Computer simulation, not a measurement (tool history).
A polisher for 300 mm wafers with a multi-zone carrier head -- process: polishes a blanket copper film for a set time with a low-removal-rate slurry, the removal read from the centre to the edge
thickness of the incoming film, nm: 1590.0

run	hour	flow of slurry (ml/min)	pressure of the head's centre zone	pressure of the head's middle zone	pressure of the head's edge zone	abrasive content of the slurry	polishing time (s)	film removed at the wafer's centre (Å)	film removed at mid-radius (Å)	film removed at the wafer's edge (Å)
1	0	275	1	1	1	1	30	956.44	982.85	939.12
2	7.2	275	0.96	1	1	1	30	921.27	980.06	953.59
3	10.4	275	0.96	1	1	1.1	30	927.88	997.69	954.45
4	16.1	275	0.96	1	1	1.1	33	1028.7	1092.3	1051.4
5	20.2	275	0.97	0.98	0.98	1.05	32	983.3	1051	1031.7
6	26.2	275	0.97	0.98	0.9	1.05	32	996.08	1051.4	997.6
7	33.6	275	0.98	0.97	0.9	1	31	966.6	995.89	965.93

Predict the results of run 8:
8	39.6	275	0.99	0.96	0.9	0.95	30	?	?	?

{"run 8": {"film removed at the wafer's centre (Å)": 937.94, "film removed at mid-radius (Å)": 955.7, "film removed at the wafer's edge (Å)": 927.61}}
